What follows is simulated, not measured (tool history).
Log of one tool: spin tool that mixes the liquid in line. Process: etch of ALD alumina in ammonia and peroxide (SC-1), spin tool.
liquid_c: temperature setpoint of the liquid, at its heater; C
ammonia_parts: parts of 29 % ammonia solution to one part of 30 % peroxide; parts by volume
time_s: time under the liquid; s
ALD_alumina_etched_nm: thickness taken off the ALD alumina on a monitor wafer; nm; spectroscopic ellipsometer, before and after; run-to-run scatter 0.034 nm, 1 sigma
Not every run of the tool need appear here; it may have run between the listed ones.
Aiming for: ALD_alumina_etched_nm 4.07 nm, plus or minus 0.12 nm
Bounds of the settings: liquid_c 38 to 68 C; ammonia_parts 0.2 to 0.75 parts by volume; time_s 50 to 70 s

run    day  liquid_c  ammonia_parts  time_s  ALD_alumina_etched_nm
  1      0        52           0.45      70                 3.4198
  2  0.175        52           0.45      70                 3.4039
  3  0.483        53           0.45      70                 3.5599
  4  0.767        47           0.45      70                 2.6177
  5  1.142      49.5           0.45      70                 2.9707
  6  1.246        51           0.45      70                 3.2602
  7  1.546        52           0.45      70                 3.4315
  8  1.604        53           0.45      70                 3.6681
  9  1.858      53.5           0.45      70                 3.7511
 10  2.233        54           0.45      70                 3.8042
 11  2.312      54.5           0.45      70                 3.9433

4 next moves are on the table. One of them brings every result within its allowed miss. Which?
  A  2.392      52.5            0.5      70                      ?
  B  2.392        57            0.4      70                      ?
  C  2.392      56.5            0.5      70                      ?
  D  2.392      56.5            0.2      70                      ?

move  ALD_alumina_etched_nm
   A                 3.5664
   B                 4.4369
   C                 4.4142
   D                 4.0466
A: moves away from the targets compared with the last run
B: takes the result that was furthest off past its target
C: takes the result that was furthest off past its target
D: hits every target within its allowed miss
Answer: D
